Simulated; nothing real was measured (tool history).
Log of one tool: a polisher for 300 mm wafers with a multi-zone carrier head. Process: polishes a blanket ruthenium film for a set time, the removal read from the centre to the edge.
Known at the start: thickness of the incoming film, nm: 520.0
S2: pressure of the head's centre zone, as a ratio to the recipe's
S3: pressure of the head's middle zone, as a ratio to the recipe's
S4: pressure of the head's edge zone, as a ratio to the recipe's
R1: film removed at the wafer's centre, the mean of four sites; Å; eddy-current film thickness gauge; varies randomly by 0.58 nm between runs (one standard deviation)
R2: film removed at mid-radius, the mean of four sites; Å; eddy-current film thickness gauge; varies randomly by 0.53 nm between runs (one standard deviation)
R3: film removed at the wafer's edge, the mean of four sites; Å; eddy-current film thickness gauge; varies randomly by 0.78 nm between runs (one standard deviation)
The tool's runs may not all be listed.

{"run": 1, "hour": 0.0, "flow of slurry (ml/min)": 195, "S2": 1, "S3": 1, "S4": 1, "polishing time (s)": 55, "R1": 500.83, "R2": 497.07, "R3": 503.6}
{"run": 2, "hour": 3.5, "flow of slurry (ml/min)": 195, "S2": 1, "S3": 1, "S4": 1.04, "polishing time (s)": 55, "R1": 499.31, "R2": 498.5, "R3": 512.53}
{"run": 3, "hour": 5.0, "flow of slurry (ml/min)": 165, "S2": 1, "S3": 1, "S4": 1.04, "polishing time (s)": 55, "R1": 483.66, "R2": 482.1, "R3": 504.35}
{"run": 4, "hour": 10.5, "flow of slurry (ml/min)": 180, "S2": 1.02, "S3": 1, "S4": 1.06, "polishing time (s)": 56, "R1": 509.71, "R2": 499.47, "R3": 526.57}
{"run": 5, "hour": 12.4, "flow of slurry (ml/min)": 180, "S2": 1.08, "S3": 1, "S4": 1.06, "polishing time (s)": 56, "R1": 536.92, "R2": 496.38, "R3": 534.34}
{"run": 6, "hour": 18.6, "flow of slurry (ml/min)": 195, "S2": 1.1, "S3": 1.01, "S4": 1.06, "polishing time (s)": 56, "R1": 547.98, "R2": 509.73, "R3": 535.9}
{"run": 7, "hour": 25.9, "flow of slurry (ml/min)": 205, "S2": 1.11, "S3": 1.01, "S4": 1.06, "polishing time (s)": 57, "R1": 572.89, "R2": 517.26, "R3": 549.2}
{"run": 8, "hour": 28.1, "flow of slurry (ml/min)": 215, "S2": 1.12, "S3": 1.02, "S4": 1.07, "polishing time (s)": 57, "R1": 580.52, "R2": 529.09, "R3": 561.13}
{"run": 9, "hour": 29.5, "flow of slurry (ml/min)": 225, "S2": 1.13, "S3": 1.02, "S4": 1.07, "polishing time (s)": 57, "R1": 588.73, "R2": 544.31, "R3": 555.35}
{"run": 10, "hour": 30.9, "flow of slurry (ml/min)": 230, "S2": 1.14, "S3": 1.01, "S4": 1.08, "polishing time (s)": 57, "R1": 589.86, "R2": 530.39, "R3": 546.77}
{"run": 11, "hour": 35.6, "flow of slurry (ml/min)": 230, "S2": 1.15, "S3": 1.01, "S4": 1.08, "polishing time (s)": 58, "R1": 608.55, "R2": 542.63, "R3": 565.93}
{"run": 12, "hour": 42.1, "flow of slurry (ml/min)": 235, "S2": 1.16, "S3": 1.01, "S4": 1.08, "polishing time (s)": 58, "R1": 614.36, "R2": 552.01, "R3": 569.64}
{"run": 13, "hour": 48.0, "flow of slurry (ml/min)": 245, "S2": 1.18, "S3": 0.99, "S4": 1.08, "polishing time (s)": 60, "R1": 653.19, "R2": 557.34, "R3": 594.91}

Estimate the outcome of run 14 from the log above:
{"run": 14, "hour": 50.3, "flow of slurry (ml/min)": 250, "S2": 1.18, "S3": 0.99, "S4": 1.08, "polishing time (s)": 60, "R1": "?", "R2": "?", "R3": "?"}

R1: 649.64 Å
R2: 555.04 Å
R3: 594.69 Å
